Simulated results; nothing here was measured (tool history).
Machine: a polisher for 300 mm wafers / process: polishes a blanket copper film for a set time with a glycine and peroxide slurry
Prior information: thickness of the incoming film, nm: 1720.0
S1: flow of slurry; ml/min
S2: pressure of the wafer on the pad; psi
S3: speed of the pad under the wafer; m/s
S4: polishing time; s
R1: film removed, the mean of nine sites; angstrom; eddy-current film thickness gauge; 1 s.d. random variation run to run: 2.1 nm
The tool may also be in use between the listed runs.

| run | hour | S1 | S2 | S3 | S4 | R1 |
|---|---|---|---|---|---|---|
| 1 | 0.0 | 125 | 1.9 | 0.98 | 74 | 2460.3 |
| 2 | 3.5 | 125 | 1.5 | 0.98 | 74 | 2198.1 |
| 3 | 9.3 | 125 | 1.5 | 1.18 | 74 | 2500.7 |
| 4 | 15.4 | 120 | 1.4 | 1.14 | 74 | 2326.6 |
| 5 | 21.8 | 120 | 1.8 | 1.14 | 74 | 2613.1 |
| 6 | 28.4 | 120 | 2.2 | 1.14 | 74 | 2985.2 |
| 7 | 36.9 | 120 | 2.2 | 1.14 | 74 | 2975.0 |
| 8 | 42.1 | 120 | 2.2 | 1.14 | 74 | 3016.0 |

Estimate the outcome of run 9 from the log above:
| 9 | 43.5 | 115 | 1.9 | 1.10 | 74 | ? |

Run 9 yielded R1 2674.2 angstrom.
